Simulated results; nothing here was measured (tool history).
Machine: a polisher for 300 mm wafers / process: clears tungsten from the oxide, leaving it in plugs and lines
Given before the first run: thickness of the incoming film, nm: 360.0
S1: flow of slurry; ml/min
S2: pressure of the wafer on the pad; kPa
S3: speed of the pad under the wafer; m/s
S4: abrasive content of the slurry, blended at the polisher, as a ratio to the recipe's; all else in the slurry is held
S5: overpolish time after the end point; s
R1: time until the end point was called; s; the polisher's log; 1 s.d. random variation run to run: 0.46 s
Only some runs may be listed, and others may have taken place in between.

run,hour,S1,S2,S3,S4,S5,R1
1,0.0,195,23.4,0.94,1.0,46,84.840
2,5.5,150,23.4,0.94,1.0,46,89.349
3,10.4,150,23.4,0.76,1.0,46,109.390
4,18.8,150,23.4,0.90,1.0,46,92.425
5,19.9,195,23.4,0.90,1.0,46,89.490
6,28.8,205,26.2,0.90,1.0,46,78.959
7,30.2,215,28.3,0.90,1.0,46,73.228
8,33.3,225,29.6,0.90,1.0,46,70.060

Run 9 is up next; what results do you expect?
9,42.1,230,31.0,0.90,1.0,46,?

R1: 66.787 s

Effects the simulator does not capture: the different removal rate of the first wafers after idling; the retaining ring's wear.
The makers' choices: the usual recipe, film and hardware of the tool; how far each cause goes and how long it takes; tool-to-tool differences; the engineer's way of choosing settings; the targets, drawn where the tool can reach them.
